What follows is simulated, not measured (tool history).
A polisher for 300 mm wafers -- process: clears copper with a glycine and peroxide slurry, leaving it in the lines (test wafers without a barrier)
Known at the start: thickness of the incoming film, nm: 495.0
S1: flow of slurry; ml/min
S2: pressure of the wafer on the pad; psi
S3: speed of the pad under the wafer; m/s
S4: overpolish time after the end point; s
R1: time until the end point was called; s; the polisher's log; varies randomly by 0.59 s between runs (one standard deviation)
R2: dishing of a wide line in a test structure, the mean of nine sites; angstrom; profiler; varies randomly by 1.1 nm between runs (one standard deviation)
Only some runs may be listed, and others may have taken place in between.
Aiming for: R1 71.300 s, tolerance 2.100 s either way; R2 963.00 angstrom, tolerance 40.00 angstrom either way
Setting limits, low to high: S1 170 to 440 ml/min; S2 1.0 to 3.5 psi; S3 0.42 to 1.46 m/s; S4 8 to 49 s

run  hour   S1   S2    S3  S4       R1      R2
  1   0.0  280  2.2  0.94  25  103.750  632.27
  2   1.4  280  2.2  0.80  25  113.970  604.16
  3   6.5  280  2.2  0.66  25  125.280  563.45
  4  15.2  280  2.4  0.68  26  115.790  599.54
  5  16.7  220  2.4  0.68  26  120.280  594.07
  6  20.4  230  2.6  0.70  27  111.620  657.10
  7  25.1  245  2.7  0.72  27  105.090  675.39
  8  29.6  255  2.8  0.74  28  101.060  717.24
  9  33.8  255  2.8  0.74  28   99.172  702.33
 10  37.5  265  2.9  0.76  29   94.772  759.27
 11  45.7  275  3.0  0.78  29   91.011  761.57
 12  50.7  280  3.1  0.80  30   86.455  807.99
 13  56.5  280  3.1  0.80  30   86.666  804.71
 14  64.6  295  3.5  0.88  32   74.372  903.14
 15  67.7  295  3.5  0.90  32   72.560  915.97
     69.7  -- worn pad replaced by a new one
 16  69.7  300  3.5  0.92  34   66.949  973.36
 17  72.6  295  3.5  0.92  34   66.973  985.49

Next run, 4 choices. One meets every target within its allowed miss, the rest don't. Which?
  A  75.5  285  3.5  0.76  45   ?   ?
  B  75.5  275  3.4  0.86  34   ?   ?
  C  75.5  300  3.5  1.00  30   ?   ?
  D  75.5  365  3.3  0.78  36   ?   ?

move      R1       R2
   A  75.153  1041.00
   B  71.528   940.52
   C  62.772   938.56
   D  76.117   940.46
A: moves the result that the last run missed by most past its target, out the other side
B: in spec on every target
C: moves away from the targets compared with the last run
D: moves the result that the last run missed by most past its target, out the other side
Answer: B

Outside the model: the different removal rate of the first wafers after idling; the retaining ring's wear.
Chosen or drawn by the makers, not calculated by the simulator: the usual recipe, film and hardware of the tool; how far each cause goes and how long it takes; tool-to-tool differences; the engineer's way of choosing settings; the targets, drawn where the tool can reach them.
